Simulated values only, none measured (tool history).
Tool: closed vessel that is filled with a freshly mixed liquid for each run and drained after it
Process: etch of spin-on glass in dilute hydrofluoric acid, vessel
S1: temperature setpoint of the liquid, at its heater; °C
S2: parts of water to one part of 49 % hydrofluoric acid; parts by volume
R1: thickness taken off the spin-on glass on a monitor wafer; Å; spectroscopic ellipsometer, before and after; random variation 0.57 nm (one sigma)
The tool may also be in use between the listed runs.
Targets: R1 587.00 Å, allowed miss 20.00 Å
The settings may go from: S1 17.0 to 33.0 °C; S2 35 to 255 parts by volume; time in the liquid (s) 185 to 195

run 1 hour=0.0 | S1=25.0 S2=145 time_in_the_liquid_(s)=185 | R1=417.66
run 2 hour=3.0 | S1=25.0 S2=145 time_in_the_liquid_(s)=185 | R1=422.19
run 3 hour=4.6 | S1=23.5 S2=145 time_in_the_liquid_(s)=185 | R1=391.13
run 4 hour=8.6 | S1=21.5 S2=145 time_in_the_liquid_(s)=185 | R1=363.52
run 5 hour=12.5 | S1=18.0 S2=145 time_in_the_liquid_(s)=185 | R1=313.07
run 6 hour=20.6 | S1=22.0 S2=140 time_in_the_liquid_(s)=185 | R1=388.72
run 7 hour=25.1 | S1=25.0 S2=140 time_in_the_liquid_(s)=185 | R1=437.69
run 8 hour=30.5 | S1=27.0 S2=140 time_in_the_liquid_(s)=185 | R1=478.19
run 9 hour=38.3 | S1=28.5 S2=140 time_in_the_liquid_(s)=185 | R1=506.23
-- hour=38.9 hydrofluoric acid flow meter replaced
run 10 hour=38.9 | S1=29.5 S2=140 time_in_the_liquid_(s)=185 | R1=463.66

Which of these 5 next moves meets every target?
run A hour=39.5 | S1=29.5 S2=135 time_in_the_liquid_(s)=190 | R1=?
run B hour=39.5 | S1=29.0 S2=125 time_in_the_liquid_(s)=185 | R1=?
run C hour=39.5 | S1=28.0 S2=105 time_in_the_liquid_(s)=195 | R1=?
run D hour=39.5 | S1=30.5 S2=120 time_in_the_liquid_(s)=185 | R1=?
run E hour=39.5 | S1=29.0 S2=160 time_in_the_liquid_(s)=185 | R1=?

move=A R1=506.41
move=B R1=529.80
move=C R1=657.61
move=D R1=587.22
move=E R1=395.56
A: nearer than the last run, and not there yet
B: nearer than the last run, and not there yet
C: takes the result that was furthest off past its target
D: meets every target
E: further off than the last run
Answer: D

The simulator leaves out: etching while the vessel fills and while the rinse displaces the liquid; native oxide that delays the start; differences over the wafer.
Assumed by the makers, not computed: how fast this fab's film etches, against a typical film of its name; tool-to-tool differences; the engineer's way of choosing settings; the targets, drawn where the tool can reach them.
